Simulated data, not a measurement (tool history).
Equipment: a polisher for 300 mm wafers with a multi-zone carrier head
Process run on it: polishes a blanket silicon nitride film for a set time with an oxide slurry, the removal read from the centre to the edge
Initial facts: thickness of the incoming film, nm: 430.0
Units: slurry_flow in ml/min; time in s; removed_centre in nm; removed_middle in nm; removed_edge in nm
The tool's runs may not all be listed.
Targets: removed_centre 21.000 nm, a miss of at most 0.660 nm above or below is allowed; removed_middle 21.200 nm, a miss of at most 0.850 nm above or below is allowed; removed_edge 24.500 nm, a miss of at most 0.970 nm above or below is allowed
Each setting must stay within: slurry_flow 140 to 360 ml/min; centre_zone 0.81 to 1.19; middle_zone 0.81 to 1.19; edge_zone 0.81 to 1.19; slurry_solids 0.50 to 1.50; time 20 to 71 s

{"run": 1, "day": 0.0, "slurry_flow": 230, "centre_zone": 1.0, "middle_zone": 1.0, "edge_zone": 1.0, "slurry_solids": 1.0, "time": 45, "removed_centre": 29.141, "removed_middle": 28.687, "removed_edge": 29.128}
{"run": 2, "day": 0.242, "slurry_flow": 230, "centre_zone": 1.0, "middle_zone": 1.0, "edge_zone": 1.0, "slurry_solids": 1.0, "time": 55, "removed_centre": 35.407, "removed_middle": 35.307, "removed_edge": 34.81}
{"run": 3, "day": 0.617, "slurry_flow": 230, "centre_zone": 1.0, "middle_zone": 1.0, "edge_zone": 1.0, "slurry_solids": 1.0, "time": 50, "removed_centre": 31.96, "removed_middle": 32.712, "removed_edge": 31.2}
{"run": 4, "day": 0.967, "slurry_flow": 220, "centre_zone": 0.96, "middle_zone": 0.94, "edge_zone": 1.01, "slurry_solids": 0.85, "time": 50, "removed_centre": 27.302, "removed_middle": 26.566, "removed_edge": 27.735}
{"run": 5, "day": 1.004, "slurry_flow": 205, "centre_zone": 0.91, "middle_zone": 0.91, "edge_zone": 1.01, "slurry_solids": 0.85, "time": 50, "removed_centre": 26.091, "removed_middle": 26.109, "removed_edge": 28.178}
{"run": 6, "day": 1.362, "slurry_flow": 200, "centre_zone": 0.88, "middle_zone": 0.88, "edge_zone": 1.01, "slurry_solids": 0.8, "time": 50, "removed_centre": 24.397, "removed_middle": 23.817, "removed_edge": 26.889}
{"run": 7, "day": 1.462, "slurry_flow": 195, "centre_zone": 0.86, "middle_zone": 0.87, "edge_zone": 1.0, "slurry_solids": 0.75, "time": 50, "removed_centre": 22.223, "removed_middle": 21.457, "removed_edge": 24.175}
{"run": 8, "day": 1.683, "slurry_flow": 190, "centre_zone": 0.85, "middle_zone": 0.87, "edge_zone": 1.01, "slurry_solids": 0.75, "time": 50, "removed_centre": 21.908, "removed_middle": 21.797, "removed_edge": 24.739}
{"run": 9, "day": 1.904, "slurry_flow": 180, "centre_zone": 0.85, "middle_zone": 0.87, "edge_zone": 1.01, "slurry_solids": 0.75, "time": 50, "removed_centre": 21.669, "removed_middle": 21.518, "removed_edge": 24.957}

Exactly one of the 5 candidate moves below puts every result within its allowed miss. Which one?
{"run": "A", "day": 2.125, "slurry_flow": 225, "centre_zone": 0.82, "middle_zone": 0.88, "edge_zone": 0.9, "slurry_solids": 0.8, "time": 45, "removed_centre": "?", "removed_middle": "?", "removed_edge": "?"}
{"run": "B", "day": 2.125, "slurry_flow": 140, "centre_zone": 0.89, "middle_zone": 0.91, "edge_zone": 1.1, "slurry_solids": 0.65, "time": 58, "removed_centre": "?", "removed_middle": "?", "removed_edge": "?"}
{"run": "C", "day": 2.125, "slurry_flow": 170, "centre_zone": 0.85, "middle_zone": 0.81, "edge_zone": 0.93, "slurry_solids": 0.85, "time": 48, "removed_centre": "?", "removed_middle": "?", "removed_edge": "?"}
{"run": "D", "day": 2.125, "slurry_flow": 190, "centre_zone": 0.86, "middle_zone": 0.84, "edge_zone": 0.96, "slurry_solids": 0.95, "time": 41, "removed_centre": "?", "removed_middle": "?", "removed_edge": "?"}
{"run": "E", "day": 2.125, "slurry_flow": 140, "centre_zone": 0.81, "middle_zone": 0.82, "edge_zone": 1.13, "slurry_solids": 0.8, "time": 50, "removed_centre": "?", "removed_middle": "?", "removed_edge": "?"}

move=A removed_centre=21.039 removed_middle=21.575 removed_edge=23.323
move=B removed_centre=20.729 removed_middle=20.837 removed_edge=24.726
move=C removed_centre=23.075 removed_middle=21.740 removed_edge=25.810
move=D removed_centre=22.182 removed_middle=21.274 removed_edge=24.773
move=E removed_centre=21.032 removed_middle=20.794 removed_edge=27.204
A: the furthest-off result lands on target, but another misses its tolerance
B: meets every target
C: lands further from the targets than the last run did
D: lands further from the targets than the last run did
E: the furthest-off result lands on target, but another misses its tolerance
The right move is B.
